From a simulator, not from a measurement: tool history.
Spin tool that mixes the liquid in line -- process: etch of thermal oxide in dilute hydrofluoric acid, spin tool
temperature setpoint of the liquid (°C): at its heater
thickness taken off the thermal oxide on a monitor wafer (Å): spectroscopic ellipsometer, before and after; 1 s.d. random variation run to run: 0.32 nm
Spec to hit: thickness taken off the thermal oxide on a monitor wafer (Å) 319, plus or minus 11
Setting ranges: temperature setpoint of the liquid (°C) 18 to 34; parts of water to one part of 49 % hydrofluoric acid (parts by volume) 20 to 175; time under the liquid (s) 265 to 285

run    day  temperature setpoint of the liquid (°C)  parts of water to one part of 49 % hydrofluoric acid (parts by volume)  time under the liquid (s)  thickness taken off the thermal oxide on a monitor wafer (Å)
  1      0                                       26                                                                      95                        265                                                        163.58
  2  0.121                                       29                                                                      95                        265                                                        181.46
  3  0.304                                       29                                                                      85                        265                                                         204.7
  4  0.412                                       30                                                                      80                        265                                                        228.48
  5  0.712                                       31                                                                      75                        265                                                        258.65
  6  0.862                                     31.5                                                                      75                        265                                                        266.56
     0.958  -- hydrofluoric acid flow meter replaced
  7  0.958                                       32                                                                      75                        265                                                         239.2
  8  1.062                                       32                                                                      70                        265                                                        258.24
  9  1.433                                     32.5                                                                      65                        265                                                        276.04
 10  1.621                                     32.5                                                                      60                        265                                                        309.31

Which single option among these 4 for the next run brings every result within its allowed miss of target? Just one does.
  A  1.808                                     33.5                                                                      65                        265                                                             ?
  B  1.808                                       31                                                                      55                        265                                                             ?
  C  1.808                                     31.5                                                                      60                        270                                                             ?
  D  1.808                                       32                                                                      65                        275                                                             ?

move  thickness taken off the thermal oxide on a monitor wafer (Å)
   A                                                        292.56
   B                                                        319.36
   C                                                        301.71
   D                                                        286.87
A: misses by more than the last run did
B: meets every target
C: misses by more than the last run did
D: misses by more than the last run did
So the answer is move B, the one that meets all the targets.
